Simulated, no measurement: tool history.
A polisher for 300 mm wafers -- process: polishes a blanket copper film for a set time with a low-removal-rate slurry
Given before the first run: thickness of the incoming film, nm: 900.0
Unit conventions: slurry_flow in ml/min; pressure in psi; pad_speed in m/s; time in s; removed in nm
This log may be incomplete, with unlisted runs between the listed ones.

run,hour,slurry_flow,pressure,pad_speed,slurry_solids,time,removed
1,0.0,215,3.2,0.88,1.0,46,105.140
2,5.4,175,3.2,0.88,1.0,46,104.810
3,10.4,175,2.9,0.88,1.0,46,96.587
4,15.8,175,2.9,0.88,1.2,46,100.210
5,22.0,175,2.9,0.88,1.1,46,97.127
6,23.2,175,2.7,0.88,1.1,46,93.854
7,25.1,175,2.7,0.88,1.1,46,94.183
8,27.1,175,2.5,0.88,1.1,46,87.325

Forecast run 9:
9,31.9,175,2.4,0.88,1.1,46,?

{"run 9": {"removed": 84.612}}

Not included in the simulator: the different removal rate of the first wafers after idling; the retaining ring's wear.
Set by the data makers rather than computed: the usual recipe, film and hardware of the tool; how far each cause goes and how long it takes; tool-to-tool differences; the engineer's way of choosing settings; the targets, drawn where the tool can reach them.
